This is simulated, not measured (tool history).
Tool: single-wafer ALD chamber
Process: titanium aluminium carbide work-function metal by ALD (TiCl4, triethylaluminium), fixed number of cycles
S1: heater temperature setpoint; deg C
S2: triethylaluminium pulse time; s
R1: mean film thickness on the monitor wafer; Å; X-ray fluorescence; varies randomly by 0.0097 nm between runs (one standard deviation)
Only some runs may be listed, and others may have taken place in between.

{"run": 1, "hour": 0.0, "S1": 300, "S2": 9.67, "R1": 20.867}
{"run": 2, "hour": 1.5, "S1": 300, "S2": 10.68, "R1": 21.013}
{"run": 3, "hour": 8.4, "S1": 307, "S2": 10.68, "R1": 21.475}
{"run": 4, "hour": 9.3, "S1": 300, "S2": 9.01, "R1": 20.776}
{"run": 5, "hour": 16.4, "S1": 308, "S2": 9.01, "R1": 21.107}
{"run": 6, "hour": 21.9, "S1": 301, "S2": 7.72, "R1": 20.415}
{"run": 7, "hour": 26.9, "S1": 295, "S2": 6.73, "R1": 19.822}
{"run": 8, "hour": 32.2, "S1": 295, "S2": 6.73, "R1": 19.598}

For run 9, what comes out?
{"run": 9, "hour": 40.2, "S1": 292, "S2": 6.07, "R1": "?"}

Run 9 measured R1 19.170 Å.
